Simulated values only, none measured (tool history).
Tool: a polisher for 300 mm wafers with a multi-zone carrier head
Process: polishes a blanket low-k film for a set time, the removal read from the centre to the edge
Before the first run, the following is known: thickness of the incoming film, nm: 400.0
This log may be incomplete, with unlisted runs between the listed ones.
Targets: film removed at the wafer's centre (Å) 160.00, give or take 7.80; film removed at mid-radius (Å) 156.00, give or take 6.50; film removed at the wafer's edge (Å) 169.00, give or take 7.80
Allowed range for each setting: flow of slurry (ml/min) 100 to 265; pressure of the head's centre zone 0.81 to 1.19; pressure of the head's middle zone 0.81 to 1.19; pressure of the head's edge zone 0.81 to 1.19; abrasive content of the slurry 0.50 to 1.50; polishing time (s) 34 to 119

run	hour	flow of slurry (ml/min)	pressure of the head's centre zone	pressure of the head's middle zone	pressure of the head's edge zone	abrasive content of the slurry	polishing time (s)	film removed at the wafer's centre (Å)	film removed at mid-radius (Å)	film removed at the wafer's edge (Å)
1	0.0	170	1.00	1.00	1.00	1.00	76	196.65	201.32	205.79
2	2.2	145	1.00	1.00	1.00	1.00	76	188.68	195.31	201.70
3	4.1	145	0.92	1.00	1.00	1.00	76	180.53	195.39	199.52
4	9.4	140	0.92	0.98	0.98	0.95	76	169.91	189.05	196.47
5	12.0	105	0.92	0.98	0.98	0.95	76	153.72	166.49	177.10
6	19.4	105	0.92	0.98	0.98	0.95	93	188.19	208.50	223.87
7	22.3	105	0.95	0.97	0.96	0.85	92	184.31	187.88	199.10
8	28.6	105	0.89	0.89	0.88	0.65	91	143.59	142.28	159.24
9	31.8	145	0.94	0.93	0.91	0.65	91	166.44	163.45	172.35
10	40.4	140	0.94	0.93	0.91	0.65	91	164.68	162.43	174.53

Of the 5 settings listed for the next run, only one would bring every result within its allowed miss of target. Which one?
A	49.0	120	0.89	0.94	0.99	0.65	96	?	?	?
B	49.0	140	1.01	0.83	0.96	0.55	104	?	?	?
C	49.0	155	0.94	0.81	1.04	0.75	86	?	?	?
D	49.0	170	1.01	0.93	1.00	0.60	100	?	?	?
E	49.0	120	1.02	0.96	0.98	0.50	111	?	?	?

move	film removed at the wafer's centre (Å)	film removed at mid-radius (Å)	film removed at the wafer's edge (Å)
A	151.97	166.38	181.42
B	166.88	146.45	172.42
C	171.30	156.54	193.90
D	182.82	174.93	188.24
E	156.28	154.23	164.48
A: the biggest miss grows against the last run
B: the result that was furthest off in the last run now lies on the other side of its target
C: corrects the largest miss of the last run, while another result sits out of spec
D: the biggest miss grows against the last run
E: each result inside its tolerance
Go with E: it meets all targets.
